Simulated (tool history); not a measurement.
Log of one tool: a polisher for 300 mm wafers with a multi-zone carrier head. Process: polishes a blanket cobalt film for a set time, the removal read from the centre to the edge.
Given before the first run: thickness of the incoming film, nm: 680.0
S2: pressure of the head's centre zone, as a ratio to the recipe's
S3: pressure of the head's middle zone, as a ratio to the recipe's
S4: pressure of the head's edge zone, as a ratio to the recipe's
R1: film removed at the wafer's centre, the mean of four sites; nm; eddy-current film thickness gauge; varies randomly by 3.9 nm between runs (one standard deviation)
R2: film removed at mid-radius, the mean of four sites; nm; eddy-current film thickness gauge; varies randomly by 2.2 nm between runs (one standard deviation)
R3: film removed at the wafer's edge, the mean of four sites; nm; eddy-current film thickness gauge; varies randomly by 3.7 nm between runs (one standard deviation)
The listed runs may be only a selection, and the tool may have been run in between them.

Run 1, hour 0.0: flow of slurry (ml/min) 320, S2 1.00, S3 1.00, S4 1.00, polishing time (s) 51. Result: R1 216.82 nm, R2 226.53 nm, R3 224.32 nm.
Run 2, hour 1.6: flow of slurry (ml/min) 330, S2 1.04, S3 1.02, S4 1.03, polishing time (s) 55. Result: R1 243.79 nm, R2 248.70 nm, R3 241.76 nm.
Run 3, hour 5.3: flow of slurry (ml/min) 330, S2 1.04, S3 0.94, S4 1.03, polishing time (s) 55. Result: R1 245.83 nm, R2 231.12 nm, R3 242.10 nm.
Run 4, hour 14.3: flow of slurry (ml/min) 335, S2 1.06, S3 0.97, S4 1.05, polishing time (s) 59. Result: R1 270.75 nm, R2 253.90 nm, R3 265.24 nm.
Run 5, hour 19.0: flow of slurry (ml/min) 335, S2 1.06, S3 0.97, S4 1.10, polishing time (s) 59. Result: R1 274.01 nm, R2 255.42 nm, R3 273.73 nm.
Run 6, hour 23.3: flow of slurry (ml/min) 390, S2 1.06, S3 0.97, S4 1.10, polishing time (s) 59. Result: R1 274.34 nm, R2 258.08 nm, R3 270.21 nm.

Run 7 is up next; what results do you expect?
Run 7, hour 28.2: flow of slurry (ml/min) 370, S2 1.16, S3 1.07, S4 1.15, polishing time (s) 70. Result: R1 ?, R2 ?, R3 ?.

Run 7 gave R1 353.79 nm, R2 332.29 nm, R3 328.36 nm.
